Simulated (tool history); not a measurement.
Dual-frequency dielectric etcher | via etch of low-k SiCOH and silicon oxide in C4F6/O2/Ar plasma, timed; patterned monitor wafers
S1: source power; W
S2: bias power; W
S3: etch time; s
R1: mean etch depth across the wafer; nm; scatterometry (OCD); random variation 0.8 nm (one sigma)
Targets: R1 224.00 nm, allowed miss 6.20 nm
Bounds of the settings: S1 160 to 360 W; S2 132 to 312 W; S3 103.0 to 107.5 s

run,hour,S1,S2,S3,R1
1,0.0,260,222,103.0,273.79
2,5.0,240,212,103.0,259.92
3,6.5,260,212,103.0,269.63
4,12.2,250,206,103.0,264.95
5,14.3,240,199,103.0,257.09
6,15.7,210,199,103.0,241.59
7,23.2,200,197,103.0,234.31
8,25.5,200,196,103.0,234.70
9,26.8,200,195,103.0,235.11
10,31.7,200,194,103.0,233.35
11,36.5,200,193,103.0,235.64
12,43.3,200,192,103.0,233.75
13,51.8,200,191,103.0,232.55

4 next moves are on the table. One of them brings every result within its allowed miss. Which?
A,60.3,210,166,104.5,?
B,60.3,180,198,107.5,?
C,60.3,200,192,107.5,?
D,60.3,180,198,103.5,?

move,R1
A,235.57
B,233.90
C,244.39
D,225.20
A: further off than the last run
B: further off than the last run
C: further off than the last run
D: meets every target
Answer: D
